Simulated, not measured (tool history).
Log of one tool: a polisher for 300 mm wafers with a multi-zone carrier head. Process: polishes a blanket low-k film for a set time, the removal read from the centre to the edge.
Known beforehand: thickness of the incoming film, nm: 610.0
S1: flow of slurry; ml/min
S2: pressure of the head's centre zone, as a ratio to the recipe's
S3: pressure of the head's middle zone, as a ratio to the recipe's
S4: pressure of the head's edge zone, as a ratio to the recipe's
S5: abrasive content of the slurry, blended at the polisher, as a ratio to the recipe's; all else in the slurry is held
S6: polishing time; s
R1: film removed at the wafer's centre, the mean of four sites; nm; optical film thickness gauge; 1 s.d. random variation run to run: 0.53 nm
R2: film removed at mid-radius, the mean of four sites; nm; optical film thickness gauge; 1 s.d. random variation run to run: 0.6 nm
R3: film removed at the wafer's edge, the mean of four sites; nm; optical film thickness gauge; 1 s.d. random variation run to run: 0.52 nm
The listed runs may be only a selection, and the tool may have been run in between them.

run,hour,S1,S2,S3,S4,S5,S6,R1,R2,R3
1,0.0,165,1.00,1.00,1.00,1.00,78,33.115,33.872,33.903
2,2.8,170,1.01,1.00,1.02,1.05,78,34.079,34.050,35.077
3,7.0,170,1.01,1.06,1.02,1.05,78,33.849,37.154,34.535
4,9.3,175,1.02,1.05,1.04,1.10,78,35.664,37.267,35.710
5,12.4,175,1.02,1.12,1.04,1.10,78,36.405,39.526,36.095
6,18.9,175,1.02,1.07,1.04,1.10,78,35.746,38.722,36.450
7,27.7,180,1.03,1.06,1.06,1.10,78,37.007,37.116,36.517

Run 8 has not been measured yet. What should we expect?
8,30.7,200,1.00,1.07,1.15,1.30,79,?,?,?

Run 8 yielded R1 38.506 nm, R2 41.077 nm, R3 41.338 nm.
